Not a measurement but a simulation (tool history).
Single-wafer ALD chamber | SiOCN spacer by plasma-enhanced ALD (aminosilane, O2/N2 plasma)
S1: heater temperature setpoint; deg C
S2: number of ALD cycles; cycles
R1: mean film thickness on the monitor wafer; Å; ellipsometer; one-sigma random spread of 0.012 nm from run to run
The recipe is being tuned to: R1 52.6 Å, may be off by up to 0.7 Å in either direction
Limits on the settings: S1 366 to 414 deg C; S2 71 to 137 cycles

Run 1, day 0: S1 390 deg C, S2 104 cycles. Result: R1 68.324 Å.
Run 2, day 0.162: S1 390 deg C, S2 97 cycles. Result: R1 63.876 Å.
Run 3, day 0.275: S1 390 deg C, S2 111 cycles. Result: R1 73.097 Å.
Run 4, day 0.421: S1 397 deg C, S2 111 cycles. Result: R1 72.969 Å.
Run 5, day 0.471: S1 390 deg C, S2 111 cycles. Result: R1 73.252 Å.
Run 6, day 0.621: S1 390 deg C, S2 103 cycles. Result: R1 67.742 Å.
Run 7, day 0.675: S1 390 deg C, S2 97 cycles. Result: R1 63.87 Å.
Run 8, day 0.842: S1 390 deg C, S2 92 cycles. Result: R1 60.822 Å.
Run 9, day 0.9: S1 390 deg C, S2 75 cycles. Result: R1 49.342 Å.
Run 10, day 1.079: S1 390 deg C, S2 76 cycles. Result: R1 50.143 Å.
Run 11, day 1.358: S1 390 deg C, S2 77 cycles. Result: R1 50.711 Å.
Run 12, day 1.45: S1 390 deg C, S2 78 cycles. Result: R1 51.397 Å.
Run 13, day 1.583: S1 390 deg C, S2 81 cycles. Result: R1 53.256 Å.

Pick the move, out of 4, that brings all results within their allowed miss; only one does.
Run A, day 1.717: S1 387 deg C, S2 82 cycles. Result: R1 ?.
Run B, day 1.717: S1 397 deg C, S2 83 cycles. Result: R1 ?.
Run C, day 1.717: S1 398 deg C, S2 82 cycles. Result: R1 ?.
Run D, day 1.717: S1 396 deg C, S2 80 cycles. Result: R1 ?.

move      R1
   A   54.28
   B  54.942
   C   54.28
   D  52.956
A: the biggest miss grows against the last run
B: the biggest miss grows against the last run
C: the biggest miss grows against the last run
D: meets every target
The move that meets every target is D.
